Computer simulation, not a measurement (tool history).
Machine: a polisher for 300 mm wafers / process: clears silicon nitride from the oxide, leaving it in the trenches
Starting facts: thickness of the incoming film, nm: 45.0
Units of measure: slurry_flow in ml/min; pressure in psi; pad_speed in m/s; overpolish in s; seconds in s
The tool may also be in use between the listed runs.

run  hour  slurry_flow  pressure  pad_speed  overpolish  seconds
  1     0          245       1.9        0.8           7   91.726
  2   0.8          275       1.9        0.8           7   90.316
  3   5.6          275       1.9        0.8           7   90.202
  4  10.7          275       1.9       0.64           7   109.24
  5  14.3          275         2       0.68           7   99.187
  6  15.2          275         2       0.78           7   87.858
  7  21.1          275       2.1        0.8           7   81.453

Run 8 comes next. What will it give?
  8  23.5          275       2.2       0.82           7        ?

seconds: 76.427 s
